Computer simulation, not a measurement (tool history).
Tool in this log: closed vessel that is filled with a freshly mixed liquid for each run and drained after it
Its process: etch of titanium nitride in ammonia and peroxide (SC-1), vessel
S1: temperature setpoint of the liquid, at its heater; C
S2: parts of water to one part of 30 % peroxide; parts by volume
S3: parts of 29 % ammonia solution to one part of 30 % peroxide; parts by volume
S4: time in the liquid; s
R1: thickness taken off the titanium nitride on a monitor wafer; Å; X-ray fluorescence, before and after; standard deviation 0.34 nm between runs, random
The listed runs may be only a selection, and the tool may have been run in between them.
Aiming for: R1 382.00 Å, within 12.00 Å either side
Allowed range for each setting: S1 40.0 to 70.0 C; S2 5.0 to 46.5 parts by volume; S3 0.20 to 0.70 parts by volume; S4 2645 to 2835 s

run	hour	S1	S2	S3	S4	R1
1	0.0	56.0	25.5	0.40	2645	765.26
2	8.3	56.0	25.5	0.40	2645	752.04
3	13.1	56.0	16.5	0.40	2645	979.77
4	21.2	56.0	16.5	0.45	2645	985.66
5	22.5	52.0	16.5	0.45	2645	754.62
6	30.3	52.0	16.5	0.50	2645	775.72
7	38.6	49.0	16.5	0.50	2645	621.89
8	46.7	47.0	16.5	0.50	2645	533.18
9	54.3	45.5	16.5	0.50	2645	489.20
10	62.2	44.5	16.5	0.50	2645	446.60
11	69.4	44.0	16.5	0.50	2645	433.40
12	78.2	43.5	16.5	0.50	2645	423.07
13	80.5	43.5	16.5	0.50	2645	415.54
14	82.1	43.0	16.5	0.50	2645	403.12

Consider the 4 candidate settings below. Which is the only one whose results all fall within their allowed miss of target?
A	83.7	40.5	13.5	0.35	2835	?
B	83.7	45.5	19.0	0.50	2645	?
C	83.7	44.0	20.5	0.45	2835	?
D	83.7	41.5	14.0	0.40	2785	?

move	R1
A	378.74
B	450.05
C	406.94
D	402.49
A: every result lands within tolerance
B: the biggest miss grows against the last run
C: the biggest miss grows against the last run
D: just as far off the targets as the last run
Answer: A
